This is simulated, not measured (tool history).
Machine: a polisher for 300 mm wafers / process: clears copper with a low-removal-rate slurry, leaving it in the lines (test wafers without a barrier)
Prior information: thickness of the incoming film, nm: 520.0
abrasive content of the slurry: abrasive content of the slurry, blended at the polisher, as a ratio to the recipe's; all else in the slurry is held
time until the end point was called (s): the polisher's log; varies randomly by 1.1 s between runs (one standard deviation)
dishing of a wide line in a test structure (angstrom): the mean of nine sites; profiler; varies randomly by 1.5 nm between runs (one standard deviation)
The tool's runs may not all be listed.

| run | day | flow of slurry (ml/min) | pressure of the wafer on the pad (psi) | speed of the pad under the wafer (cm/s) | abrasive content of the slurry | overpolish time after the end point (s) | time until the end point was called (s) | dishing of a wide line in a test structure (angstrom) |
|---|---|---|---|---|---|---|---|---|
| 1 | 0 | 305 | 3.6 | 132 | 1 | 28 | 123.46 | 574.67 |
| 2 | 0.242 | 305 | 3.6 | 132 | 1 | 18 | 125.49 | 459.48 |
| 3 | 0.358 | 305 | 3.9 | 132 | 1 | 18 | 119.29 | 461.38 |
| 4 | 0.721 | 305 | 4.1 | 134 | 1 | 18 | 111.25 | 483.04 |
| 5 | 0.938 | 305 | 4.5 | 134 | 1 | 18 | 103.19 | 523.8 |
| 6 | 1.021 | 305 | 4.5 | 134 | 1 | 24 | 105.06 | 599.72 |
|  | 1.271 | head pressure recalibrated |
| 7 | 1.271 | 305 | 4.6 | 138 | 1 | 23 | 94.008 | 632.72 |
| 8 | 1.379 | 305 | 4.7 | 138 | 1 | 22 | 91.772 | 627.44 |
| 9 | 1.404 | 305 | 4.8 | 138 | 1 | 21 | 92.456 | 585.54 |
| 10 | 1.658 | 305 | 4.9 | 140 | 1 | 21 | 88.721 | 612.59 |
| 11 | 1.938 | 305 | 5 | 142 | 1 | 21 | 85.282 | 635.38 |

What does the tool deliver on the next run?
| 12 | 2.088 | 305 | 5.1 | 142 | 1 | 20 | ? | ? |

time until the end point was called (s): 84.383
dishing of a wide line in a test structure (angstrom): 603.39
